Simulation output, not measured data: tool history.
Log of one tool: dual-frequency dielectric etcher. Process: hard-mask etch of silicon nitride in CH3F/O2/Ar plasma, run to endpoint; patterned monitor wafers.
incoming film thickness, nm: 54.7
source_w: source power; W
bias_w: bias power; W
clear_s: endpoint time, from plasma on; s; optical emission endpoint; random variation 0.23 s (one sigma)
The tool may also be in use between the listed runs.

run 1 hour=0 | source_w=480 bias_w=102 | clear_s=59.858
run 2 hour=3.5 | source_w=440 bias_w=102 | clear_s=62.154
run 3 hour=6.6 | source_w=350 bias_w=102 | clear_s=67.698
run 4 hour=8.4 | source_w=390 bias_w=104 | clear_s=64.817
run 5 hour=9.5 | source_w=390 bias_w=97 | clear_s=66.19
run 6 hour=13.6 | source_w=390 bias_w=104 | clear_s=64.582
run 7 hour=14.4 | source_w=430 bias_w=106 | clear_s=61.915
run 8 hour=17.3 | source_w=460 bias_w=107 | clear_s=60
run 9 hour=21.3 | source_w=480 bias_w=108 | clear_s=58.441
run 10 hour=25.8 | source_w=580 bias_w=114 | clear_s=53.97

Run 11 comes next. What will it give?
run 11 hour=29.6 | source_w=590 bias_w=114 | clear_s=?

{"run 11": {"clear_s": 52.848}}
